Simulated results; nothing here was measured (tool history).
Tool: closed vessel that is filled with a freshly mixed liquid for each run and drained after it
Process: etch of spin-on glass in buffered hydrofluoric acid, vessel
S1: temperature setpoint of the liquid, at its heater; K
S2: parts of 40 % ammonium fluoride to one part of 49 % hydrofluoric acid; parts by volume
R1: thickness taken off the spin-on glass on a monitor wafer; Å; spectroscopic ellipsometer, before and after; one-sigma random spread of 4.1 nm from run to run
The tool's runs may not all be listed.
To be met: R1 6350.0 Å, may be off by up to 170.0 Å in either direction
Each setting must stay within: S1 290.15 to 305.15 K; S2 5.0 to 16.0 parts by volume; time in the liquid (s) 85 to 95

Run 1, day 0.000: S1 298.15 K, S2 9.5 parts by volume, time in the liquid (s) 85. Result: R1 2478.4 Å.
Run 2, day 0.183: S1 299.65 K, S2 8.5 parts by volume, time in the liquid (s) 85. Result: R1 2969.7 Å.
Run 3, day 0.558: S1 299.65 K, S2 8.5 parts by volume, time in the liquid (s) 95. Result: R1 3319.2 Å.
Run 4, day 0.658: S1 299.65 K, S2 10.0 parts by volume, time in the liquid (s) 95. Result: R1 2887.1 Å.
Run 5, day 0.771: S1 299.65 K, S2 10.0 parts by volume, time in the liquid (s) 95. Result: R1 2875.8 Å.
Run 6, day 0.979: S1 297.15 K, S2 10.0 parts by volume, time in the liquid (s) 95. Result: R1 2509.1 Å.
Run 7, day 1.258: S1 298.65 K, S2 9.0 parts by volume, time in the liquid (s) 95. Result: R1 2954.4 Å.
Run 8, day 1.562: S1 300.15 K, S2 8.0 parts by volume, time in the liquid (s) 95. Result: R1 3612.3 Å.
Run 9, day 1.683: S1 301.15 K, S2 7.5 parts by volume, time in the liquid (s) 95. Result: R1 4069.2 Å.
Run 10, day 1.975: S1 302.15 K, S2 7.0 parts by volume, time in the liquid (s) 95. Result: R1 4673.9 Å.
Run 11, day 2.279: S1 302.65 K, S2 7.0 parts by volume, time in the liquid (s) 95. Result: R1 4744.5 Å.
Run 12, day 2.421: S1 302.65 K, S2 7.0 parts by volume, time in the liquid (s) 95. Result: R1 4793.1 Å.
Run 13, day 2.775: S1 303.15 K, S2 7.0 parts by volume, time in the liquid (s) 95. Result: R1 4881.3 Å.
Run 14, day 2.938: S1 303.65 K, S2 6.5 parts by volume, time in the liquid (s) 95. Result: R1 5328.3 Å.
Run 15, day 3.046: S1 304.15 K, S2 6.5 parts by volume, time in the liquid (s) 95. Result: R1 5498.4 Å.
Run 16, day 3.192: S1 304.65 K, S2 6.0 parts by volume, time in the liquid (s) 95. Result: R1 6029.4 Å.
Run 17, day 3.325: S1 305.15 K, S2 5.5 parts by volume, time in the liquid (s) 95. Result: R1 6671.5 Å.

Exactly one of the 4 candidate moves below puts every result within its allowed miss. Which one?
Run A, day 3.458: S1 304.15 K, S2 5.0 parts by volume, time in the liquid (s) 95. Result: R1 ?.
Run B, day 3.458: S1 304.65 K, S2 5.0 parts by volume, time in the liquid (s) 95. Result: R1 ?.
Run C, day 3.458: S1 302.65 K, S2 5.0 parts by volume, time in the liquid (s) 95. Result: R1 ?.
Run D, day 3.458: S1 305.15 K, S2 5.0 parts by volume, time in the liquid (s) 95. Result: R1 ?.

move      R1
   A  6930.2
   B  7112.2
   C  6408.6
   D  7298.3
A: further off than the last run
B: further off than the last run
C: hits every target within its allowed miss
D: further off than the last run
Move C is the one to make.
